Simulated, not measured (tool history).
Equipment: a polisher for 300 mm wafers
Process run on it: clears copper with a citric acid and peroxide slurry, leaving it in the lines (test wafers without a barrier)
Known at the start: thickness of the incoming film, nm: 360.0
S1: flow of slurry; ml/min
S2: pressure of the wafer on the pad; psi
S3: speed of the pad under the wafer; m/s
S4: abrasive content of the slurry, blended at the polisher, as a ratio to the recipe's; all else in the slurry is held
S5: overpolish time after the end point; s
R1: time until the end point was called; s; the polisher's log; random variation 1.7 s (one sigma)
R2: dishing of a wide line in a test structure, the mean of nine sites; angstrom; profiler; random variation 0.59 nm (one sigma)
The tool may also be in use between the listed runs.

run  hour   S1   S2    S3    S4  S5       R1      R2
  1   0.0  135  2.4  1.38  1.00  11  117.750  239.69
  2   7.7  165  2.4  1.38  1.00  11  111.900  235.19
  3  10.3  165  2.4  1.72  1.00  11   91.946  277.91
  4  11.7  165  2.4  1.72  0.85  11   95.378  286.80
  5  13.8  155  2.1  1.70  0.80  12  110.490  249.86
  6  15.2  150  1.9  1.68  0.80  14  125.730  265.46
  7  17.3  145  1.7  1.68  0.80  15  139.000  258.48

Run 8, settings as shown, results not yet in. Your forecast:
  8  18.8  140  1.6  1.68  0.80  16   ?   ?

Run 8 measured R1 146.090 s, R2 252.03 angstrom.
